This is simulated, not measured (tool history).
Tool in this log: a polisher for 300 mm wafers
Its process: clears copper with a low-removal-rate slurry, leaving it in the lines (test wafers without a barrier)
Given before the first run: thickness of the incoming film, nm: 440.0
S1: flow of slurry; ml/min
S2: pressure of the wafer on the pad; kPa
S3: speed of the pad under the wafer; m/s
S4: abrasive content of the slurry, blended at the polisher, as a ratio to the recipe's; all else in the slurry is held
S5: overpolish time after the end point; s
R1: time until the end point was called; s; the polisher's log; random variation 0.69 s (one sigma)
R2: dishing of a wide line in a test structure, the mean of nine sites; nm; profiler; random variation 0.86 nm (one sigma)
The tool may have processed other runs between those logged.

run 1 hour=0.0 | S1=300 S2=25.5 S3=1.34 S4=1.0 S5=14 | R1=77.206 R2=31.814
run 2 hour=6.9 | S1=300 S2=21.4 S3=1.34 S4=1.0 S5=14 | R1=90.080 R2=27.960
run 3 hour=14.8 | S1=300 S2=21.4 S3=1.16 S4=1.0 S5=14 | R1=100.590 R2=26.022
run 4 hour=19.4 | S1=300 S2=22.8 S3=1.16 S4=1.0 S5=14 | R1=96.811 R2=27.616
run 5 hour=25.1 | S1=300 S2=24.1 S3=1.16 S4=1.0 S5=14 | R1=92.773 R2=29.251
run 6 hour=27.3 | S1=300 S2=25.5 S3=1.16 S4=1.0 S5=14 | R1=88.919 R2=28.276
run 7 hour=33.6 | S1=300 S2=26.9 S3=1.16 S4=1.0 S5=14 | R1=86.763 R2=28.917
run 8 hour=36.1 | S1=300 S2=28.3 S3=1.16 S4=1.0 S5=14 | R1=83.176 R2=29.570

Run 9, settings as shown, results not yet in. Your forecast:
run 9 hour=41.2 | S1=300 S2=35.2 S3=1.18 S4=1.0 S5=17 | R1=? R2=?

{"run 9": {"R1": 68.336, "R2": 35.249}}
